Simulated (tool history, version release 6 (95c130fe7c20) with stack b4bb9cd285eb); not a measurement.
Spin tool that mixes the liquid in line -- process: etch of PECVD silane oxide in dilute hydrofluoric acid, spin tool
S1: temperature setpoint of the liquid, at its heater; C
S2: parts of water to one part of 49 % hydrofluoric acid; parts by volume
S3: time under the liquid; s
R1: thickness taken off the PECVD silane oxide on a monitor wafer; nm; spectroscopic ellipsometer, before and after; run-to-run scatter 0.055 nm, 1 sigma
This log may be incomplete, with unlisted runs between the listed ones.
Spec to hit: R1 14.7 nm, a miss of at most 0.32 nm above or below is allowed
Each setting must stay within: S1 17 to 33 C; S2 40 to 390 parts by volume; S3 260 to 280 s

| run | hour | S1 | S2 | S3 | R1 |
|---|---|---|---|---|---|
| 1 | 0 | 25 | 215 | 260 | 23.012 |
| 2 | 1.3 | 25 | 215 | 280 | 24.855 |
| 3 | 2.1 | 23 | 225 | 280 | 21.803 |
| 4 | 3.4 | 21.5 | 230 | 280 | 20.088 |
| 5 | 8 | 21.5 | 230 | 260 | 18.494 |
| 6 | 16.9 | 20.5 | 235 | 260 | 17.37 |
| 7 | 23.9 | 19.5 | 240 | 260 | 16.339 |
| 8 | 28.3 | 19 | 240 | 260 | 16.195 |
| 9 | 35.8 | 18.5 | 240 | 260 | 15.769 |
| 10 | 42.1 | 18 | 240 | 260 | 15.411 |
|  | 48.1 | hydrofluoric acid flow meter replaced |
| 11 | 48.1 | 17 | 240 | 260 | 13.476 |
| 12 | 55.2 | 17.5 | 240 | 260 | 13.762 |

5 candidate next runs follow, results not yet known. Just one meets every target within its allowed miss. Identify it.
| A | 62.3 | 17 | 235 | 265 | ? |
| B | 62.3 | 18.5 | 265 | 260 | ? |
| C | 62.3 | 21 | 265 | 260 | ? |
| D | 62.3 | 19.5 | 240 | 260 | ? |
| E | 62.3 | 18.5 | 260 | 280 | ? |

| move | R1 |
|---|---|
| A | 14.087 |
| B | 12.645 |
| C | 13.881 |
| D | 14.835 |
| E | 13.941 |
A: nearer the targets than the last run, but a result is still out of spec
B: the biggest miss grows against the last run
C: nearer the targets than the last run, but a result is still out of spec
D: all results land within tolerance of their targets
E: nearer the targets than the last run, but a result is still out of spec
Answer: D
